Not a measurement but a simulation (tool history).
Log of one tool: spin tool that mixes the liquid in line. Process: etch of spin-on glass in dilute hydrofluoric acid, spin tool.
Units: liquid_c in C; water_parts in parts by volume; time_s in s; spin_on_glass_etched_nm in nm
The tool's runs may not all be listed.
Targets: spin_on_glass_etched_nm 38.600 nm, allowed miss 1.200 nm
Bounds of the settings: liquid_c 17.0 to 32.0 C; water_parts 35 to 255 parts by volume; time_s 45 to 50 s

{"run": 1, "hour": 0.0, "liquid_c": 24.0, "water_parts": 145, "time_s": 45, "spin_on_glass_etched_nm": 22.569}
{"run": 2, "hour": 5.1, "liquid_c": 24.0, "water_parts": 145, "time_s": 50, "spin_on_glass_etched_nm": 25.444}
{"run": 3, "hour": 8.6, "liquid_c": 25.5, "water_parts": 140, "time_s": 50, "spin_on_glass_etched_nm": 27.741}
{"run": 4, "hour": 15.3, "liquid_c": 25.5, "water_parts": 95, "time_s": 50, "spin_on_glass_etched_nm": 43.961}
{"run": 5, "hour": 18.6, "liquid_c": 25.5, "water_parts": 70, "time_s": 50, "spin_on_glass_etched_nm": 60.641}
{"run": 6, "hour": 23.7, "liquid_c": 24.0, "water_parts": 75, "time_s": 50, "spin_on_glass_etched_nm": 53.788}
{"run": 7, "hour": 29.9, "liquid_c": 23.0, "water_parts": 80, "time_s": 50, "spin_on_glass_etched_nm": 48.001}
{"hour": 36.5, "done": "thermometer replaced"}
{"run": 8, "hour": 36.5, "liquid_c": 22.0, "water_parts": 80, "time_s": 50, "spin_on_glass_etched_nm": 42.403}
{"run": 9, "hour": 42.8, "liquid_c": 21.5, "water_parts": 80, "time_s": 50, "spin_on_glass_etched_nm": 42.329}
{"run": 10, "hour": 48.3, "liquid_c": 21.0, "water_parts": 80, "time_s": 50, "spin_on_glass_etched_nm": 40.687}
{"run": 11, "hour": 55.0, "liquid_c": 20.5, "water_parts": 80, "time_s": 50, "spin_on_glass_etched_nm": 40.032}

5 next moves are on the table. One of them brings every result within its allowed miss. Which?
{"run": "A", "hour": 61.7, "liquid_c": 20.5, "water_parts": 75, "time_s": 50, "spin_on_glass_etched_nm": "?"}
{"run": "B", "hour": 61.7, "liquid_c": 18.5, "water_parts": 65, "time_s": 45, "spin_on_glass_etched_nm": "?"}
{"run": "C", "hour": 61.7, "liquid_c": 21.0, "water_parts": 85, "time_s": 50, "spin_on_glass_etched_nm": "?"}
{"run": "D", "hour": 61.7, "liquid_c": 17.0, "water_parts": 60, "time_s": 45, "spin_on_glass_etched_nm": "?"}
{"run": "E", "hour": 61.7, "liquid_c": 22.0, "water_parts": 75, "time_s": 45, "spin_on_glass_etched_nm": "?"}

move=A spin_on_glass_etched_nm=42.759
move=B spin_on_glass_etched_nm=41.294
move=C spin_on_glass_etched_nm=38.067
move=D spin_on_glass_etched_nm=42.184
move=E spin_on_glass_etched_nm=40.943
A: further off than the last run
B: further off than the last run
C: meets every target
D: further off than the last run
E: further off than the last run
Move C is the one to make.
